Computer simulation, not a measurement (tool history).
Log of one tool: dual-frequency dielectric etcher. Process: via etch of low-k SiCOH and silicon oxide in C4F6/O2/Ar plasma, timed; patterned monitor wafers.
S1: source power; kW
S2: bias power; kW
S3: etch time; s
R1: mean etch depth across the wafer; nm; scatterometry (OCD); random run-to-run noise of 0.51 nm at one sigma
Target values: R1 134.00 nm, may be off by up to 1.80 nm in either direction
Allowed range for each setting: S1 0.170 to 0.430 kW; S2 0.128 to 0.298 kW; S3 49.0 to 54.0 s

{"run": 1, "hour": 0.0, "S1": 0.3, "S2": 0.213, "S3": 54.0, "R1": 144.89}
{"run": 2, "hour": 7.8, "S1": 0.29, "S2": 0.212, "S3": 54.0, "R1": 142.38}
{"run": 3, "hour": 13.4, "S1": 0.29, "S2": 0.198, "S3": 54.0, "R1": 139.94}
{"run": 4, "hour": 16.5, "S1": 0.28, "S2": 0.198, "S3": 54.0, "R1": 138.71}
{"run": 5, "hour": 17.2, "S1": 0.33, "S2": 0.198, "S3": 54.0, "R1": 146.46}
{"run": 6, "hour": 25.3, "S1": 0.32, "S2": 0.197, "S3": 54.0, "R1": 144.68}
{"hour": 32.9, "done": "source power generator calibrated"}
{"run": 7, "hour": 32.9, "S1": 0.31, "S2": 0.196, "S3": 54.0, "R1": 144.63}
{"run": 8, "hour": 33.8, "S1": 0.3, "S2": 0.195, "S3": 54.0, "R1": 142.89}
{"run": 9, "hour": 35.2, "S1": 0.29, "S2": 0.194, "S3": 54.0, "R1": 140.83}

Consider the 5 candidate settings below. Which is the only one whose results all fall within their allowed miss of target?
{"run": "A", "hour": 36.6, "S1": 0.31, "S2": 0.17, "S3": 50.0, "R1": "?"}
{"run": "B", "hour": 36.6, "S1": 0.3, "S2": 0.194, "S3": 51.0, "R1": "?"}
{"run": "C", "hour": 36.6, "S1": 0.27, "S2": 0.182, "S3": 51.5, "R1": "?"}
{"run": "D", "hour": 36.6, "S1": 0.28, "S2": 0.197, "S3": 49.5, "R1": "?"}
{"run": "E", "hour": 36.6, "S1": 0.3, "S2": 0.192, "S3": 49.0, "R1": "?"}

move=A R1=128.40
move=B R1=134.73
move=C R1=128.79
move=D R1=128.36
move=E R1=129.04
A: moves the result that the last run missed by most past its target, out the other side
B: in spec on every target
C: moves the result that the last run missed by most past its target, out the other side
D: moves the result that the last run missed by most past its target, out the other side
E: moves the result that the last run missed by most past its target, out the other side
The right move is B.
